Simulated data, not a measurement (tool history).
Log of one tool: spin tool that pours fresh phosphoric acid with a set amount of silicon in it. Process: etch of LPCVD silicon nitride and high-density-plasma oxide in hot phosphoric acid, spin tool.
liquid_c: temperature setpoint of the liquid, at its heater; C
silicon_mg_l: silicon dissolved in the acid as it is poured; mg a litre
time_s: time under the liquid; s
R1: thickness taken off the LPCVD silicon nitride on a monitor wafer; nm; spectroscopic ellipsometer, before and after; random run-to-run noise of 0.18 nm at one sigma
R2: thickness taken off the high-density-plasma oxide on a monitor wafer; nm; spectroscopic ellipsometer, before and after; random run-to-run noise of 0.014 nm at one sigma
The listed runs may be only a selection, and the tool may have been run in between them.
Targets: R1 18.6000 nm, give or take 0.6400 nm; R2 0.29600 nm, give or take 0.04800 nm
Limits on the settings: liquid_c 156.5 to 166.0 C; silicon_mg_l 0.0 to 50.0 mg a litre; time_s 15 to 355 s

{"run": 1, "day": 0.0, "liquid_c": 161.0, "silicon_mg_l": 22.5, "time_s": 180, "R1": 14.125, "R2": 0.44163}
{"run": 2, "day": 0.217, "liquid_c": 161.0, "silicon_mg_l": 22.5, "time_s": 115, "R1": 9.0752, "R2": 0.28058}
{"run": 3, "day": 0.571, "liquid_c": 161.0, "silicon_mg_l": 22.5, "time_s": 145, "R1": 11.285, "R2": 0.33587}
{"run": 4, "day": 0.854, "liquid_c": 161.5, "silicon_mg_l": 26.0, "time_s": 155, "R1": 12.113, "R2": 0.35622}
{"run": 5, "day": 1.033, "liquid_c": 160.5, "silicon_mg_l": 26.0, "time_s": 155, "R1": 11.887, "R2": 0.28561}
{"run": 6, "day": 1.35, "liquid_c": 161.5, "silicon_mg_l": 26.0, "time_s": 155, "R1": 12.169, "R2": 0.34728}
{"run": 7, "day": 1.604, "liquid_c": 161.5, "silicon_mg_l": 29.0, "time_s": 165, "R1": 13.29, "R2": 0.33903}
{"run": 8, "day": 1.904, "liquid_c": 162.0, "silicon_mg_l": 32.0, "time_s": 170, "R1": 13.495, "R2": 0.29314}
{"run": 9, "day": 1.988, "liquid_c": 162.0, "silicon_mg_l": 33.5, "time_s": 175, "R1": 14.129, "R2": 0.3139}
{"run": 10, "day": 2.325, "liquid_c": 162.5, "silicon_mg_l": 35.5, "time_s": 180, "R1": 14.519, "R2": 0.28701}
{"run": 11, "day": 2.433, "liquid_c": 162.5, "silicon_mg_l": 36.5, "time_s": 185, "R1": 15.074, "R2": 0.27036}
{"run": 12, "day": 2.579, "liquid_c": 162.5, "silicon_mg_l": 37.0, "time_s": 190, "R1": 15.792, "R2": 0.28052}
{"run": 13, "day": 2.762, "liquid_c": 162.5, "silicon_mg_l": 37.5, "time_s": 195, "R1": 15.911, "R2": 0.27658}
{"run": 14, "day": 2.879, "liquid_c": 165.0, "silicon_mg_l": 44.0, "time_s": 215, "R1": 19.343, "R2": 0.23131}

Which of these 5 next moves meets every target?
{"run": "A", "day": 2.996, "liquid_c": 166.0, "silicon_mg_l": 50.0, "time_s": 220, "R1": "?", "R2": "?"}
{"run": "B", "day": 2.996, "liquid_c": 164.0, "silicon_mg_l": 38.5, "time_s": 230, "R1": "?", "R2": "?"}
{"run": "C", "day": 2.996, "liquid_c": 164.0, "silicon_mg_l": 40.5, "time_s": 215, "R1": "?", "R2": "?"}
{"run": "D", "day": 2.996, "liquid_c": 164.0, "silicon_mg_l": 46.0, "time_s": 205, "R1": "?", "R2": "?"}
{"run": "E", "day": 2.996, "liquid_c": 165.0, "silicon_mg_l": 40.0, "time_s": 225, "R1": "?", "R2": "?"}

move=A R1=20.4050 R2=0.24601
move=B R1=19.9770 R2=0.35134
move=C R1=18.6740 R2=0.28862
move=D R1=17.8050 R2=0.19833
move=E R1=20.1960 R2=0.33598
A: its largest miss is bigger than the last run's
B: moves the result that the last run missed by most past its target, out the other side
C: every result within its allowed miss
D: its largest miss is bigger than the last run's
E: corrects the largest miss of the last run, while another result sits out of spec
C is the move that brings every result within its allowed miss.

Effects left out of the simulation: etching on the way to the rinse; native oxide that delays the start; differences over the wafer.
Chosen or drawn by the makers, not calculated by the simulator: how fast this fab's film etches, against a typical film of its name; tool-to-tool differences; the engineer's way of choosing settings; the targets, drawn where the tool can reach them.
